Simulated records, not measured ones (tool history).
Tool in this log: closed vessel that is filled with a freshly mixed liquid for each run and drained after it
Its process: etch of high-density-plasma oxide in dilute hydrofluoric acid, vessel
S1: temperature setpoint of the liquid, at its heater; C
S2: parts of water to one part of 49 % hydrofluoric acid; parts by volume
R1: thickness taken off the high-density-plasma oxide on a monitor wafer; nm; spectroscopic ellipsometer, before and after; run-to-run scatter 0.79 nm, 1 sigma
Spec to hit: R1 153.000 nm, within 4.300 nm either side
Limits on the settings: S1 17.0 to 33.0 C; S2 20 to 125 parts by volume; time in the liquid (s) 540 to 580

run 1 day=0.000 | S1=25.0 S2=70 time_in_the_liquid_(s)=540 | R1=62.346
run 2 day=0.388 | S1=25.0 S2=70 time_in_the_liquid_(s)=540 | R1=61.765
run 3 day=0.521 | S1=26.0 S2=65 time_in_the_liquid_(s)=540 | R1=69.624
run 4 day=0.579 | S1=26.5 S2=60 time_in_the_liquid_(s)=540 | R1=77.603
run 5 day=0.804 | S1=26.5 S2=60 time_in_the_liquid_(s)=580 | R1=83.201
run 6 day=1.058 | S1=26.5 S2=60 time_in_the_liquid_(s)=580 | R1=84.197
-- day=1.154 thermometer replaced
run 7 day=1.154 | S1=27.0 S2=55 time_in_the_liquid_(s)=580 | R1=97.860
run 8 day=1.529 | S1=31.0 S2=45 time_in_the_liquid_(s)=580 | R1=142.470
run 9 day=1.854 | S1=31.5 S2=45 time_in_the_liquid_(s)=580 | R1=145.700
run 10 day=1.921 | S1=32.0 S2=45 time_in_the_liquid_(s)=580 | R1=147.390

Of the 5 settings listed for the next run, only one would bring every result within its allowed miss of target. Which one?
run A day=1.988 | S1=28.0 S2=35 time_in_the_liquid_(s)=580 | R1=?
run B day=1.988 | S1=33.0 S2=45 time_in_the_liquid_(s)=580 | R1=?
run C day=1.988 | S1=31.0 S2=45 time_in_the_liquid_(s)=580 | R1=?
run D day=1.988 | S1=28.5 S2=35 time_in_the_liquid_(s)=580 | R1=?
run E day=1.988 | S1=31.5 S2=45 time_in_the_liquid_(s)=575 | R1=?

move=A R1=164.490
move=B R1=153.410
move=C R1=141.950
move=D R1=167.840
move=E R1=143.500
A: carries the result that was furthest off beyond its target, to the other side
B: meets every target
C: further off than the last run
D: carries the result that was furthest off beyond its target, to the other side
E: further off than the last run
Go with B: it meets all targets.
